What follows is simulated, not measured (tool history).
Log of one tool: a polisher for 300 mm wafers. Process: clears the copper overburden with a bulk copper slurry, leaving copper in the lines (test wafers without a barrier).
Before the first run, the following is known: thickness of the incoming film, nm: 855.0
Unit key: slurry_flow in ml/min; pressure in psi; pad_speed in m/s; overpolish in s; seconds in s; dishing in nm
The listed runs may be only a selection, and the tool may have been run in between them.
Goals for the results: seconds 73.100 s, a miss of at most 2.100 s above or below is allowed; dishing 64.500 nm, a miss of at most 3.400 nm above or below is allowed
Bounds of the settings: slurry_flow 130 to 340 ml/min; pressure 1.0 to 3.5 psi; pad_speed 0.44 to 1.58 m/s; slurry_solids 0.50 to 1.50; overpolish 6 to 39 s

run 1 hour=0.0 | slurry_flow=220 pressure=2.2 pad_speed=1.00 slurry_solids=1.00 overpolish=20 | seconds=119.250 dishing=71.216
run 2 hour=6.5 | slurry_flow=220 pressure=2.0 pad_speed=1.00 slurry_solids=1.00 overpolish=20 | seconds=130.420 dishing=67.855
run 3 hour=15.2 | slurry_flow=220 pressure=2.0 pad_speed=1.00 slurry_solids=1.20 overpolish=20 | seconds=126.800 dishing=68.524
run 4 hour=16.8 | slurry_flow=220 pressure=2.0 pad_speed=1.00 slurry_solids=1.20 overpolish=14 | seconds=125.140 dishing=53.895
run 5 hour=19.3 | slurry_flow=245 pressure=2.0 pad_speed=1.00 slurry_solids=1.20 overpolish=14 | seconds=123.320 dishing=53.775
run 6 hour=22.9 | slurry_flow=245 pressure=1.7 pad_speed=1.00 slurry_solids=1.20 overpolish=14 | seconds=141.400 dishing=49.790
run 7 hour=27.5 | slurry_flow=250 pressure=2.0 pad_speed=1.00 slurry_solids=1.20 overpolish=13 | seconds=123.150 dishing=52.443
run 8 hour=34.8 | slurry_flow=255 pressure=2.2 pad_speed=1.00 slurry_solids=1.20 overpolish=12 | seconds=115.600 dishing=52.274
run 9 hour=36.8 | slurry_flow=255 pressure=2.5 pad_speed=1.00 slurry_solids=1.20 overpolish=11 | seconds=103.680 dishing=53.385
run 10 hour=42.0 | slurry_flow=255 pressure=2.7 pad_speed=1.00 slurry_solids=1.20 overpolish=11 | seconds=97.549 dishing=57.039
run 11 hour=45.1 | slurry_flow=255 pressure=2.9 pad_speed=1.00 slurry_solids=1.20 overpolish=11 | seconds=90.622 dishing=59.339
run 12 hour=53.5 | slurry_flow=255 pressure=3.0 pad_speed=1.00 slurry_solids=1.20 overpolish=11 | seconds=88.593 dishing=59.865
run 13 hour=56.7 | slurry_flow=255 pressure=3.1 pad_speed=1.00 slurry_solids=1.20 overpolish=11 | seconds=84.618 dishing=62.140
run 14 hour=62.1 | slurry_flow=255 pressure=3.2 pad_speed=1.00 slurry_solids=1.20 overpolish=11 | seconds=84.150 dishing=62.866

Consider the 4 candidate settings below. Which is the only one whose results all fall within their allowed miss of target?
run A hour=67.5 | slurry_flow=260 pressure=3.1 pad_speed=1.10 slurry_solids=1.20 overpolish=11 | seconds=? dishing=?
run B hour=67.5 | slurry_flow=195 pressure=2.7 pad_speed=1.26 slurry_solids=1.25 overpolish=10 | seconds=? dishing=?
run C hour=67.5 | slurry_flow=290 pressure=3.1 pad_speed=1.14 slurry_solids=1.00 overpolish=9 | seconds=? dishing=?
run D hour=67.5 | slurry_flow=260 pressure=3.5 pad_speed=1.04 slurry_solids=1.30 overpolish=10 | seconds=? dishing=?

move=A seconds=78.032 dishing=66.675
move=B seconds=80.093 dishing=60.541
move=C seconds=77.328 dishing=58.135
move=D seconds=72.683 dishing=66.192
A: better than the last run, though not everything is in spec
B: better than the last run, though not everything is in spec
C: better than the last run, though not everything is in spec
D: every result within its allowed miss
The move that meets every target is D.
